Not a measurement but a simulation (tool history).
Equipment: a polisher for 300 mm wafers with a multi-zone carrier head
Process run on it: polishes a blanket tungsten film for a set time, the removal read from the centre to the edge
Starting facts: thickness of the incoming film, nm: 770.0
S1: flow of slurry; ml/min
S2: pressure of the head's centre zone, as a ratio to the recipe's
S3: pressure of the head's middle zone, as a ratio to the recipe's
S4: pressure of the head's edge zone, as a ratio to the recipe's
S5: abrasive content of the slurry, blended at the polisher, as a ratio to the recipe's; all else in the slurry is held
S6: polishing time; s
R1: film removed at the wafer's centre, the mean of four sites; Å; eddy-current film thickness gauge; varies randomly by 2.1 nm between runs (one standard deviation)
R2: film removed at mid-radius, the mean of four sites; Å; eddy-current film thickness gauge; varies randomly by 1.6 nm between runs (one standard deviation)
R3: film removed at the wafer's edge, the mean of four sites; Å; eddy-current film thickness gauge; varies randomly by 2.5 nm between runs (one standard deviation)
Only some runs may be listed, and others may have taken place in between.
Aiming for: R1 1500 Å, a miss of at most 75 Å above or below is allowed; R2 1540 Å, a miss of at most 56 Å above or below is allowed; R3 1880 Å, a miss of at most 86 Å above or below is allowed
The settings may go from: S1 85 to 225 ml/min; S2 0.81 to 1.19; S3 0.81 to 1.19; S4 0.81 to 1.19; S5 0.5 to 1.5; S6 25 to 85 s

run 1 hour=0 | S1=145 S2=1 S3=1 S4=1 S5=1 S6=55 | R1=2312.7 R2=2322.3 R3=2297.5
run 2 hour=1.6 | S1=145 S2=1 S3=1 S4=1 S5=1 S6=47 | R1=1986.8 R2=2012.4 R3=1959.5
run 3 hour=8.9 | S1=135 S2=0.96 S3=0.95 S4=1.02 S5=0.95 S6=47 | R1=1813.5 R2=1857.9 R3=1940.4
run 4 hour=11.6 | S1=125 S2=0.94 S3=0.92 S4=1.03 S5=0.95 S6=47 | R1=1770.6 R2=1791.5 R3=2000.3
run 5 hour=14.5 | S1=120 S2=0.92 S3=0.9 S4=1.02 S5=0.9 S6=47 | R1=1673.9 R2=1708.9 R3=1893
run 6 hour=21.6 | S1=120 S2=0.85 S3=0.9 S4=1.02 S5=0.9 S6=47 | R1=1551.8 R2=1690.4 R3=1873.3
run 7 hour=25.3 | S1=115 S2=0.85 S3=0.88 S4=1.02 S5=0.9 S6=47 | R1=1523.6 R2=1664.7 R3=1878.5
run 8 hour=32.9 | S1=115 S2=0.85 S3=0.88 S4=1.02 S5=0.9 S6=47 | R1=1563.1 R2=1660.9 R3=1882.6
run 9 hour=38.1 | S1=110 S2=0.85 S3=0.87 S4=1.02 S5=0.9 S6=47 | R1=1540.3 R2=1630.1 R3=1904.6
run 10 hour=44.4 | S1=105 S2=0.85 S3=0.86 S4=1.02 S5=0.9 S6=47 | R1=1518.7 R2=1618.9 R3=1858.9

4 candidate next runs follow, results not yet known. Just one meets every target within its allowed miss. Identify it.
run A hour=50.7 | S1=155 S2=0.82 S3=0.91 S4=1.07 S5=0.7 S6=48 | R1=? R2=? R3=?
run B hour=50.7 | S1=90 S2=0.86 S3=0.84 S4=1.07 S5=0.7 S6=52 | R1=? R2=? R3=?
run C hour=50.7 | S1=105 S2=0.93 S3=0.84 S4=0.98 S5=1.3 S6=38 | R1=? R2=? R3=?
run D hour=50.7 | S1=95 S2=0.82 S3=0.88 S4=0.98 S5=0.9 S6=49 | R1=? R2=? R3=?

move=A R1=1491.4 R2=1711.1 R3=1847.4
move=B R1=1511.3 R2=1568.6 R3=1866.8
move=C R1=1510 R2=1441.4 R3=1627.4
move=D R1=1495.5 R2=1689.5 R3=1845.5
A: the biggest miss grows against the last run
B: every result within its allowed miss
C: moves the result that the last run missed by most past its target, out the other side
D: the biggest miss grows against the last run
B meets every target.
